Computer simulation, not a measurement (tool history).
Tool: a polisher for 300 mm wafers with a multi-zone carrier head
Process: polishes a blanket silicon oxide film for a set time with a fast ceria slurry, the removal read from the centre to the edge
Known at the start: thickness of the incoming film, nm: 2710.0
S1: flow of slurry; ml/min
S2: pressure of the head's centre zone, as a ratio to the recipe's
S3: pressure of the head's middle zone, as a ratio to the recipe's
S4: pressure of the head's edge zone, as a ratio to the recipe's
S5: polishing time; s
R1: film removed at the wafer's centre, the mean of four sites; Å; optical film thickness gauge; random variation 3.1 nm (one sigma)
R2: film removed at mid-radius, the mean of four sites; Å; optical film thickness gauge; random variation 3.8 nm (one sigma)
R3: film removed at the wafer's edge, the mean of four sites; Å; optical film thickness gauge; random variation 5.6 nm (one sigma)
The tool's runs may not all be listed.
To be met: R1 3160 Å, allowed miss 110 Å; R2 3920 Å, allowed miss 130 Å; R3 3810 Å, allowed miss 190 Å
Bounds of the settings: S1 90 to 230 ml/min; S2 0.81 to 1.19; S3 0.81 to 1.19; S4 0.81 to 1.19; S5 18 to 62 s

run,day,S1,S2,S3,S4,S5,R1,R2,R3
1,0,150,1,1,1,40,5432.9,5571.4,5641.9
2,0.262,140,0.96,1,0.97,37,4635.4,5117.7,5016.3
3,0.321,140,0.89,1,0.97,37,4405.4,5007.4,5191.4
4,0.658,140,0.89,1,0.9,37,4368.9,5126.1,4950.4
5,0.738,130,0.87,0.99,0.88,35,3877.5,4672.4,4578.3
6,0.854,130,0.9,0.99,0.88,35,4106.7,4598.3,4650.9
7,1.196,130,0.88,1,0.87,33,3791.7,4451.9,4444.8
8,1.554,130,0.87,1.01,0.85,32,3634.3,4382.4,4082.3
9,1.758,125,0.86,1.01,0.84,32,3573.7,4320.6,4214.2
10,1.842,125,0.85,1.01,0.84,31,3376.1,4125.3,3985.8
11,2.212,120,0.85,1.01,0.83,31,3353.2,4130.5,3943.1
12,2.496,115,0.85,1.01,0.83,31,3301.4,4016.6,3891.3

5 next moves are on the table. One of them brings every result within its allowed miss. Which?
A,2.779,100,0.86,1.1,0.81,31,?,?,?
B,2.779,110,0.85,0.99,0.82,32,?,?,?
C,2.779,100,0.92,0.99,0.81,33,?,?,?
D,2.779,120,0.83,0.99,0.83,30,?,?,?
E,2.779,115,0.94,0.93,0.87,31,?,?,?

move,R1,R2,R3
A,3122.4,4195.5,3813.4
B,3296.8,4083,4037.6
C,3555.1,4082.4,4065.3
D,3104.7,3925,3863.3
E,3586.8,3800.8,4013.2
A: brings the result that was furthest off to its target, and leaves another outside
B: as far off as the last run
C: further off than the last run
D: meets every target
E: further off than the last run
Move D is the one to make.

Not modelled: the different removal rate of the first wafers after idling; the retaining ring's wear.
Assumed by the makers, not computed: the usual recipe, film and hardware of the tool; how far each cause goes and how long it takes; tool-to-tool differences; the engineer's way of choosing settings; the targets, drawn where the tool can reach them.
